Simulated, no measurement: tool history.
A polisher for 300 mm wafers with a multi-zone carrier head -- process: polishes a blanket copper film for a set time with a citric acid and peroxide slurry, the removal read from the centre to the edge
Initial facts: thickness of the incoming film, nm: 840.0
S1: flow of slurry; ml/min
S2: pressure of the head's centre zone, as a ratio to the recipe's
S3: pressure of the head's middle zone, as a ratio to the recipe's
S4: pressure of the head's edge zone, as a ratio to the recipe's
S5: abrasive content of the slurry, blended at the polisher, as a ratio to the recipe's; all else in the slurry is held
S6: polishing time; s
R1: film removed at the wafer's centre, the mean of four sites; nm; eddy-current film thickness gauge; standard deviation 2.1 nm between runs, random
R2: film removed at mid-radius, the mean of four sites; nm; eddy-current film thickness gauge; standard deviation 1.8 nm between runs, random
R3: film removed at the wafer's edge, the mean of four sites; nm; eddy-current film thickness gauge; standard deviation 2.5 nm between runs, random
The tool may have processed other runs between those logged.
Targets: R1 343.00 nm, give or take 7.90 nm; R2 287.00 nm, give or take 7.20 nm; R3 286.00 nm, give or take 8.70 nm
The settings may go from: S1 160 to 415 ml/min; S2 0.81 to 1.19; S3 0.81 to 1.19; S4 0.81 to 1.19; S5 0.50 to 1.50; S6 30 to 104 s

run  hour   S1    S2    S3    S4    S5  S6      R1      R2      R3
  1   0.0  265  1.00  1.00  1.00  1.00  67  210.23  202.21  209.18
  2   7.3  285  1.05  1.02  1.02  1.15  69  231.93  217.55  224.71
  3  15.7  285  1.05  1.11  1.02  1.15  69  231.73  233.12  222.13
  4  18.6  285  1.05  1.11  1.11  1.15  69  231.96  231.90  232.59
  5  23.3  240  1.05  1.11  1.11  1.15  69  226.83  232.71  229.25
  6  31.5  180  1.05  1.11  1.11  1.15  69  219.75  220.99  223.86
  7  40.5  220  1.09  1.10  1.09  1.25  72  246.99  238.68  241.36
  8  49.0  295  1.19  1.02  0.99  1.50  84  340.01  280.45  285.41

Which single option among these 4 for the next run brings every result within its allowed miss of target? Just one does.
  A  57.5  400  1.16  0.96  0.98  1.50  84   ?   ?   ?
  B  57.5  305  1.18  1.01  1.01  1.50  82   ?   ?   ?
  C  57.5  295  1.19  0.98  0.97  1.25  88   ?   ?   ?
  D  57.5  250  1.18  1.02  0.95  1.35  89   ?   ?   ?

move      R1      R2      R3
   A  338.63  273.74  285.52
   B  328.65  273.03  278.08
   C  342.72  275.37  282.46
   D  342.63  287.62  283.34
A: further off than the last run
B: further off than the last run
C: further off than the last run
D: every result within its allowed miss
The right move is D.
